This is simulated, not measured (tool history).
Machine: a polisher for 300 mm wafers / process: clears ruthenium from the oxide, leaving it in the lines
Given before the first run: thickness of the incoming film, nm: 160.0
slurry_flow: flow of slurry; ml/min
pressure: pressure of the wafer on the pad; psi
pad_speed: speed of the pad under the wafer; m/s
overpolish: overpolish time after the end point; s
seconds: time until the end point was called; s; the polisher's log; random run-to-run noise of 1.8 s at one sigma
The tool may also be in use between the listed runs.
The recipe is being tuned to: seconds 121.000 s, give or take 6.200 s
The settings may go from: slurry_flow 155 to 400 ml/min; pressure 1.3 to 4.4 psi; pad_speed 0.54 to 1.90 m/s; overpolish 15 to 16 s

run,hour,slurry_flow,pressure,pad_speed,overpolish,seconds
1,0.0,255,2.8,1.22,15,85.950
2,1.8,255,2.8,1.02,15,101.650
3,10.3,255,2.7,1.02,15,102.700
4,15.6,255,2.7,1.32,15,82.397
5,22.0,225,2.7,1.32,15,83.574
6,27.7,225,2.5,1.32,15,91.054
7,32.4,225,2.4,1.32,15,96.167
8,37.5,225,2.3,1.32,15,98.081
9,42.8,225,2.2,1.32,15,102.400
10,49.0,225,2.1,1.32,15,110.830
11,57.7,225,2.0,1.32,15,112.370

Of the 5 settings listed for the next run, only one would bring every result within its allowed miss of target. Which one?
A,66.4,210,2.6,0.90,16,?
B,66.4,235,2.3,1.30,15,?
C,66.4,245,2.3,1.20,16,?
D,66.4,220,1.8,1.22,15,?
E,66.4,245,1.6,1.32,15,?

move,seconds
A,121.060
B,99.466
C,106.210
D,133.450
E,138.520
A: hits every target within its allowed miss
B: moves away from the targets compared with the last run
C: moves away from the targets compared with the last run
D: the result that was furthest off in the last run now lies on the other side of its target
E: the result that was furthest off in the last run now lies on the other side of its target
So the answer is move A, the one that meets all the targets.
